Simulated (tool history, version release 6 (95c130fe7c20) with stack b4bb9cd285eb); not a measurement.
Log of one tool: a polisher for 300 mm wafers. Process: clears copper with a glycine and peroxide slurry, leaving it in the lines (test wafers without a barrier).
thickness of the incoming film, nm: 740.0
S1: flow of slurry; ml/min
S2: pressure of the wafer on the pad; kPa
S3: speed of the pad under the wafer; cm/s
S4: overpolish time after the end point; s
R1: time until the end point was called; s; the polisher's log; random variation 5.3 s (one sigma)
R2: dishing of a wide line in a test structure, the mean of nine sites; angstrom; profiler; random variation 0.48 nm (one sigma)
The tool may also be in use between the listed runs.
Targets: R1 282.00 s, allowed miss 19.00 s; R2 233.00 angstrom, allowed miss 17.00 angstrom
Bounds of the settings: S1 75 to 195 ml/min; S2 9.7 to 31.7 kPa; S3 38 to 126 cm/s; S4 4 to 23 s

{"run": 1, "hour": 0.0, "S1": 125, "S2": 20.7, "S3": 82, "S4": 12, "R1": 160.84, "R2": 335.66}
{"run": 2, "hour": 2.5, "S1": 125, "S2": 20.7, "S3": 98, "S4": 12, "R1": 142.62, "R2": 344.87}
{"run": 3, "hour": 9.3, "S1": 125, "S2": 20.7, "S3": 106, "S4": 12, "R1": 130.54, "R2": 361.66}
{"run": 4, "hour": 13.2, "S1": 125, "S2": 20.7, "S3": 106, "S4": 7, "R1": 138.98, "R2": 248.07}
{"run": 5, "hour": 21.3, "S1": 125, "S2": 20.7, "S3": 106, "S4": 10, "R1": 131.37, "R2": 321.5}
{"run": 6, "hour": 28.3, "S1": 120, "S2": 17.2, "S3": 96, "S4": 11, "R1": 168.19, "R2": 305.34}
{"run": 7, "hour": 31.7, "S1": 115, "S2": 15.2, "S3": 90, "S4": 11, "R1": 194.32, "R2": 269.43}
{"run": 8, "hour": 36.7, "S1": 110, "S2": 13.1, "S3": 86, "S4": 11, "R1": 223.14, "R2": 244.43}

Which of these 4 next moves meets every target?
{"run": "A", "hour": 41.7, "S1": 115, "S2": 13.1, "S3": 80, "S4": 8, "R1": "?", "R2": "?"}
{"run": "B", "hour": 41.7, "S1": 115, "S2": 11.7, "S3": 86, "S4": 9, "R1": "?", "R2": "?"}
{"run": "C", "hour": 41.7, "S1": 120, "S2": 16.5, "S3": 110, "S4": 7, "R1": "?", "R2": "?"}
{"run": "D", "hour": 41.7, "S1": 185, "S2": 9.7, "S3": 64, "S4": 13, "R1": "?", "R2": "?"}

move=A R1=231.01 R2=180.22
move=B R1=240.23 R2=192.40
move=C R1=160.89 R2=215.61
move=D R1=284.37 R2=229.51
A: as far off as the last run
B: nearer than the last run, and not there yet
C: further off than the last run
D: meets every target
Answer: D
